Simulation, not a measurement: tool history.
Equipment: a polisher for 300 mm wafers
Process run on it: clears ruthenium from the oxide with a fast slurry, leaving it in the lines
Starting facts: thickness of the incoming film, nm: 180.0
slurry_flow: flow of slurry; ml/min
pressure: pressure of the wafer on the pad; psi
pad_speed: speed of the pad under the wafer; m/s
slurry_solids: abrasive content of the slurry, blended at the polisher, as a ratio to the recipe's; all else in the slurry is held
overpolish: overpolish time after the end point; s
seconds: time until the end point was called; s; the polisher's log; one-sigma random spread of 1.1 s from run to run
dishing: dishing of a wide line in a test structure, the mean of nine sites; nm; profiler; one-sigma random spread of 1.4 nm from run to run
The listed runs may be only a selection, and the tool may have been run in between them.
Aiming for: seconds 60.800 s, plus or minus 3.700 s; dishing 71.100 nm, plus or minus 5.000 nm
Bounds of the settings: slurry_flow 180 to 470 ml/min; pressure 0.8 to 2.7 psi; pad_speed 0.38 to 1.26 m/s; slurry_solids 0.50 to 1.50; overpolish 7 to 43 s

run,day,slurry_flow,pressure,pad_speed,slurry_solids,overpolish,seconds,dishing
1,0.000,300,1.7,0.82,1.00,22,84.835,38.798
2,0.025,300,1.5,0.82,1.00,22,94.417,36.125
3,0.133,300,1.5,1.02,1.00,22,77.847,43.145
4,0.312,300,1.6,1.04,1.00,25,73.260,48.143
5,0.388,300,1.6,1.04,1.00,20,76.229,39.977
6,0.642,300,1.4,1.04,1.00,20,82.384,36.653
7,0.667,300,1.6,1.04,1.00,24,70.638,46.114
8,0.783,300,1.6,1.04,1.05,28,70.047,53.382

Exercise: of the 5 proposed moves below, exactly one satisfies all targets within the stated allowed misses. Which move is it?
A,0.900,345,1.6,1.12,0.90,25,?,?
B,0.900,280,1.3,0.94,1.05,32,?,?
C,0.900,330,1.9,1.08,1.00,37,?,?
D,0.900,290,1.4,0.96,1.15,20,?,?
E,0.900,370,1.8,0.80,1.15,18,?,?

move,seconds,dishing
A,70.145,51.190
B,90.424,50.909
C,60.637,75.096
D,81.064,37.998
E,75.586,36.881
A: moves away from the targets compared with the last run
B: moves away from the targets compared with the last run
C: each result inside its tolerance
D: moves away from the targets compared with the last run
E: moves away from the targets compared with the last run
Go with C: it meets all targets.
